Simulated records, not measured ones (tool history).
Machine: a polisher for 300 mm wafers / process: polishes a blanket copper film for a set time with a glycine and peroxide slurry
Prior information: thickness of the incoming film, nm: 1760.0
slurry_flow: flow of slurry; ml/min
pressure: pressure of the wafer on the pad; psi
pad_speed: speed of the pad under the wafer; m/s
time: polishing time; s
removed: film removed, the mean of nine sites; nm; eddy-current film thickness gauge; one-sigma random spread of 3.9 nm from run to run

run	hour	slurry_flow	pressure	pad_speed	time	removed
1	0	165	3.3	1.04	111	685.38
2	5.4	165	3.1	1.02	111	643.66
3	10.4	165	3.6	1.02	111	729.72
4	14.1	165	2.8	1.02	111	581.64
5	18.6	165	2.6	1.02	111	545.55
6	25.4	165	2.2	1.02	111	488.3
7	30	165	2.1	1.02	111	457.75
8	32.8	165	2	1.02	111	449.28

What will run 9 give?
9	41.2	165	1.9	1.02	111	?

{"run 9": {"removed": 438.24}}

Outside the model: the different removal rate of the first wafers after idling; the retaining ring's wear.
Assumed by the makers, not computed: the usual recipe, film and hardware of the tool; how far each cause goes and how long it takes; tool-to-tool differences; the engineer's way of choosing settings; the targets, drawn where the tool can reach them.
